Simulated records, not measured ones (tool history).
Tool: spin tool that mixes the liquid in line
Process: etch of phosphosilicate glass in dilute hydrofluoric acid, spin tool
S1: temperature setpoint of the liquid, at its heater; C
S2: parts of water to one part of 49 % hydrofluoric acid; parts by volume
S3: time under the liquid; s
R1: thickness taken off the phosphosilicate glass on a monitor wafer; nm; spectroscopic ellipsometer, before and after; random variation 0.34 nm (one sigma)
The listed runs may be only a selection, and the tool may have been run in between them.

{"run": 1, "day": 0.0, "S1": 23.0, "S2": 125, "S3": 50, "R1": 63.763}
{"run": 2, "day": 0.167, "S1": 19.5, "S2": 125, "S3": 50, "R1": 55.597}
{"run": 3, "day": 0.342, "S1": 21.0, "S2": 125, "S3": 50, "R1": 59.251}
{"run": 4, "day": 0.612, "S1": 23.5, "S2": 125, "S3": 50, "R1": 65.004}
{"run": 5, "day": 0.967, "S1": 24.5, "S2": 125, "S3": 50, "R1": 67.862}
{"run": 6, "day": 1.188, "S1": 25.0, "S2": 125, "S3": 50, "R1": 68.931}
{"run": 7, "day": 1.496, "S1": 25.5, "S2": 125, "S3": 50, "R1": 70.328}
{"run": 8, "day": 1.712, "S1": 26.0, "S2": 125, "S3": 50, "R1": 71.451}

The next listed run, before its measurement:
{"run": 9, "day": 1.883, "S1": 30.0, "S2": 110, "S3": 50, "R1": "?"}

R1: 96.099 nm

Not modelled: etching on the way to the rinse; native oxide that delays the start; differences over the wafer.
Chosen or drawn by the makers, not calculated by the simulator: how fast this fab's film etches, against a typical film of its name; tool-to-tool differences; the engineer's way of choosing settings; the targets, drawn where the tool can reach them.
